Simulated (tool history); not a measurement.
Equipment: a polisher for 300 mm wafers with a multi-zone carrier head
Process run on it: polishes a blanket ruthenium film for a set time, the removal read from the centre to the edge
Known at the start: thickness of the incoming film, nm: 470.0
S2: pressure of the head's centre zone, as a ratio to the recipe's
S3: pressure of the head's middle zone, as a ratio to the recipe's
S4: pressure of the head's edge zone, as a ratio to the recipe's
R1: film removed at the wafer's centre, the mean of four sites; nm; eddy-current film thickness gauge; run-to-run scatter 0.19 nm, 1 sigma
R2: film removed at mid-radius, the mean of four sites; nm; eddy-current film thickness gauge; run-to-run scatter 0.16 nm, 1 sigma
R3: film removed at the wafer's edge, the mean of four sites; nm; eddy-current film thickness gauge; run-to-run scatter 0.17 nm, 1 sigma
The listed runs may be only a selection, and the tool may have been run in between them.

run 1 hour=0.0 | flow_of_slurry_(ml/min)=195 S2=1.00 S3=1.00 S4=1.00 polishing_time_(s)=42 | R1=23.610 R2=23.533 R3=24.098
run 2 hour=1.7 | flow_of_slurry_(ml/min)=190 S2=1.01 S3=0.96 S4=0.96 polishing_time_(s)=39 | R1=21.884 R2=21.134 R3=21.660
run 3 hour=4.6 | flow_of_slurry_(ml/min)=190 S2=1.01 S3=1.05 S4=0.96 polishing_time_(s)=39 | R1=22.224 R2=22.885 R3=21.315
run 4 hour=12.4 | flow_of_slurry_(ml/min)=160 S2=1.01 S3=1.05 S4=0.96 polishing_time_(s)=39 | R1=21.829 R2=21.939 R3=21.183
run 5 hour=14.3 | flow_of_slurry_(ml/min)=155 S2=1.02 S3=1.00 S4=0.94 polishing_time_(s)=37 | R1=20.342 R2=20.091 R3=19.719
run 6 hour=18.9 | flow_of_slurry_(ml/min)=145 S2=1.04 S3=0.95 S4=0.92 polishing_time_(s)=36 | R1=20.014 R2=18.286 R3=18.875
run 7 hour=21.0 | flow_of_slurry_(ml/min)=140 S2=1.04 S3=0.93 S4=0.90 polishing_time_(s)=36 | R1=20.147 R2=18.140 R3=18.112

What does the tool deliver on the next run?
run 8 hour=23.6 | flow_of_slurry_(ml/min)=135 S2=1.03 S3=0.90 S4=0.90 polishing_time_(s)=36 | R1=? R2=? R3=?

Run 8 measured R1 19.228 nm, R2 17.177 nm, R3 18.426 nm.
